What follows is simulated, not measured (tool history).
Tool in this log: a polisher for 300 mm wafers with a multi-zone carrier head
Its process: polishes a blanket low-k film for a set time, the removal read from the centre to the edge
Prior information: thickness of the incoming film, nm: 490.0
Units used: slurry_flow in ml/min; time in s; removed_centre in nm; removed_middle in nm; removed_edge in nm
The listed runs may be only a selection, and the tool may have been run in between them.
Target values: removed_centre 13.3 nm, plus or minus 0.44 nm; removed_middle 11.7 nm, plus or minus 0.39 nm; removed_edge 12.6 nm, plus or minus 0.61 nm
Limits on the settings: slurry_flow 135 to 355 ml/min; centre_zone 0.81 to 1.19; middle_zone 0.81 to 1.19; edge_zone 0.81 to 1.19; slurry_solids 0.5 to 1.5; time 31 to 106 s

run 1 day=0 | slurry_flow=225 centre_zone=1 middle_zone=1 edge_zone=1 slurry_solids=1 time=68 | removed_centre=18.049 removed_middle=17.933 removed_edge=18.468
run 2 day=0.221 | slurry_flow=225 centre_zone=1 middle_zone=0.95 edge_zone=1 slurry_solids=1 time=68 | removed_centre=18.329 removed_middle=17.571 removed_edge=18.597
run 3 day=0.396 | slurry_flow=225 centre_zone=1 middle_zone=0.95 edge_zone=0.96 slurry_solids=1 time=68 | removed_centre=18.311 removed_middle=17.149 removed_edge=17.944
run 4 day=0.667 | slurry_flow=225 centre_zone=1 middle_zone=0.95 edge_zone=0.9 slurry_solids=1 time=68 | removed_centre=17.993 removed_middle=17.506 removed_edge=17.125
run 5 day=0.954 | slurry_flow=220 centre_zone=1 middle_zone=0.92 edge_zone=0.9 slurry_solids=0.9 time=67 | removed_centre=17.293 removed_middle=16.532 removed_edge=16.922
run 6 day=1.162 | slurry_flow=225 centre_zone=1.02 middle_zone=0.9 edge_zone=0.89 slurry_solids=0.8 time=63 | removed_centre=15.928 removed_middle=14.269 removed_edge=15.077
run 7 day=1.196 | slurry_flow=225 centre_zone=1.02 middle_zone=0.89 edge_zone=0.88 slurry_solids=0.75 time=62 | removed_centre=15.826 removed_middle=14.033 removed_edge=14.48
run 8 day=1.525 | slurry_flow=220 centre_zone=1.01 middle_zone=0.87 edge_zone=0.88 slurry_solids=0.7 time=61 | removed_centre=14.967 removed_middle=13.288 removed_edge=13.662
run 9 day=1.842 | slurry_flow=215 centre_zone=1 middle_zone=0.86 edge_zone=0.9 slurry_solids=0.65 time=61 | removed_centre=14.462 removed_middle=12.704 removed_edge=13.599
run 10 day=1.892 | slurry_flow=210 centre_zone=0.99 middle_zone=0.85 edge_zone=0.89 slurry_solids=0.65 time=61 | removed_centre=14.226 removed_middle=12.66 removed_edge=13.781
run 11 day=2.096 | slurry_flow=210 centre_zone=0.99 middle_zone=0.85 edge_zone=0.88 slurry_solids=0.6 time=61 | removed_centre=13.949 removed_middle=12.413 removed_edge=13.138
run 12 day=2.267 | slurry_flow=205 centre_zone=0.99 middle_zone=0.84 edge_zone=0.88 slurry_solids=0.6 time=61 | removed_centre=13.831 removed_middle=12.218 removed_edge=13.198

Which one of the following 4 next-run settings gets every result inside its allowed miss? There is exactly one.
run A day=2.438 | slurry_flow=205 centre_zone=0.99 middle_zone=0.83 edge_zone=0.88 slurry_solids=0.6 time=59 | removed_centre=? removed_middle=? removed_edge=?
run B day=2.438 | slurry_flow=230 centre_zone=0.98 middle_zone=0.85 edge_zone=0.85 slurry_solids=0.6 time=64 | removed_centre=? removed_middle=? removed_edge=?
run C day=2.438 | slurry_flow=240 centre_zone=1.04 middle_zone=0.81 edge_zone=0.95 slurry_solids=0.7 time=57 | removed_centre=? removed_middle=? removed_edge=?
run D day=2.438 | slurry_flow=255 centre_zone=1.07 middle_zone=1.02 edge_zone=0.81 slurry_solids=0.55 time=60 | removed_centre=? removed_middle=? removed_edge=?

move=A removed_centre=13.266 removed_middle=11.73 removed_edge=12.766
move=B removed_centre=14.442 removed_middle=13.089 removed_edge=13.755
move=C removed_centre=14.335 removed_middle=11.863 removed_edge=13.545
move=D removed_centre=14.543 removed_middle=13.733 removed_edge=12.377
A: hits every target within its allowed miss
B: lands further from the targets than the last run did
C: gets the furthest-off result to its target, but another result is out of tolerance
D: lands further from the targets than the last run did
A meets every target.
